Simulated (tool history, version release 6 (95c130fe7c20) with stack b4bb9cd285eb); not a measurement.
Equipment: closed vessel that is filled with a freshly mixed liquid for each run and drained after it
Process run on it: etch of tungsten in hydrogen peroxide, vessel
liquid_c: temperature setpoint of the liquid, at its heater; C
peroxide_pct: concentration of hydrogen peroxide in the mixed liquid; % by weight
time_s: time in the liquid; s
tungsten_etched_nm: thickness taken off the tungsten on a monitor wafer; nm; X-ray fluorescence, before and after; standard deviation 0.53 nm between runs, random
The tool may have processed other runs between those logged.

run,hour,liquid_c,peroxide_pct,time_s,tungsten_etched_nm
1,0,55,23.5,35,108.69
2,9.3,55,23.5,35,108.85
3,14.8,59,23.5,35,137.14
4,24,59,25.5,35,145.64
5,33.3,54.5,25.5,35,108.88
6,37.7,48.5,25.5,35,77.447

What will run 7 give?
7,42,47.5,25.5,35,?

Run 7 yielded tungsten_etched_nm 71.904 nm.

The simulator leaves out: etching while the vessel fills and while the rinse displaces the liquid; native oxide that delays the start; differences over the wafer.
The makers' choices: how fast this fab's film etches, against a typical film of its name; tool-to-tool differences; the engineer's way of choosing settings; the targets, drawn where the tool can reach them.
